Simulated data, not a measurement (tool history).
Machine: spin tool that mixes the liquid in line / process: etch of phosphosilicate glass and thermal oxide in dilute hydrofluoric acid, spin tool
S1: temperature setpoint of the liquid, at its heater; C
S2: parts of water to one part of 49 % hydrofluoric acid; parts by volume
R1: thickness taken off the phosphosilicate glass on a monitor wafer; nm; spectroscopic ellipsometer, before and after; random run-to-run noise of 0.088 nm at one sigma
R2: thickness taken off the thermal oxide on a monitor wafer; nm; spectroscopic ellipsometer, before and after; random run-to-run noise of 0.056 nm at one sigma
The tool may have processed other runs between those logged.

run 1 hour=0.0 | S1=22.0 S2=205 time_under_the_liquid_(s)=50 | R1=12.355 R2=0.88181
run 2 hour=4.3 | S1=23.5 S2=205 time_under_the_liquid_(s)=50 | R1=13.079 R2=0.98858
run 3 hour=4.8 | S1=25.0 S2=190 time_under_the_liquid_(s)=50 | R1=15.287 R2=1.11210
run 4 hour=9.2 | S1=26.0 S2=185 time_under_the_liquid_(s)=50 | R1=16.283 R2=1.16780
run 5 hour=13.5 | S1=26.0 S2=185 time_under_the_liquid_(s)=60 | R1=19.494 R2=1.41190
run 6 hour=19.8 | S1=27.0 S2=185 time_under_the_liquid_(s)=60 | R1=20.221 R2=1.50310

Run 7, settings as shown, results not yet in. Your forecast:
run 7 hour=25.5 | S1=27.5 S2=185 time_under_the_liquid_(s)=60 | R1=? R2=?

R1: 20.561 nm
R2: 1.51320 nm

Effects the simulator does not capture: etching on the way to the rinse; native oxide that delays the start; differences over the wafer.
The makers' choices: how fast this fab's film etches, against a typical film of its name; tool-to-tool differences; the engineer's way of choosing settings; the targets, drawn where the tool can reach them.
